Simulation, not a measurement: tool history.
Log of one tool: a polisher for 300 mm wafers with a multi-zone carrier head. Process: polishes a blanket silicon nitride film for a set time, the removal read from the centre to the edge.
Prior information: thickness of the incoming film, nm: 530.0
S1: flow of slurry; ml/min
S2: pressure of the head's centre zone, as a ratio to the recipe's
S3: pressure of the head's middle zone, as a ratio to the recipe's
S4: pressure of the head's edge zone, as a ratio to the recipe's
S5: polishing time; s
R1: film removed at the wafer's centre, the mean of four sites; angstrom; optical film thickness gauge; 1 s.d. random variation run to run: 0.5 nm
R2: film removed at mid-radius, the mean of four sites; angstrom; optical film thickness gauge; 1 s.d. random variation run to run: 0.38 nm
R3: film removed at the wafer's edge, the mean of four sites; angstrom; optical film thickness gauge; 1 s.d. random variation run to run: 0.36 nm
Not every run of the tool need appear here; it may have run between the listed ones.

| run | hour | S1 | S2 | S3 | S4 | S5 | R1 | R2 | R3 |
|---|---|---|---|---|---|---|---|---|---|
| 1 | 0 | 205 | 1 | 1 | 1 | 31 | 449.92 | 459.99 | 467.51 |
| 2 | 8.6 | 205 | 1 | 1 | 1 | 36 | 526.68 | 532.86 | 540 |
| 3 | 11.7 | 205 | 1 | 1 | 1 | 42 | 620.48 | 619.17 | 625.55 |
| 4 | 18.9 | 165 | 1 | 1 | 1 | 42 | 594.03 | 601.06 | 622.94 |
| 5 | 27.4 | 160 | 1.02 | 0.96 | 0.98 | 42 | 600.81 | 586.57 | 611.63 |
| 6 | 33.6 | 155 | 1.04 | 0.92 | 0.98 | 42 | 604.4 | 567.96 | 610.15 |
| 7 | 34.8 | 150 | 1.06 | 0.89 | 0.98 | 42 | 615.41 | 548.85 | 603.02 |
| 8 | 38.8 | 145 | 1.07 | 0.87 | 0.98 | 42 | 609.16 | 539.01 | 607.65 |

Run 9, settings as shown, results not yet in. Your forecast:
| 9 | 40.4 | 140 | 1.08 | 0.86 | 0.97 | 42 | ? | ? | ? |

Run 9 gave R1 622.72 angstrom, R2 524.07 angstrom, R3 601.39 angstrom.
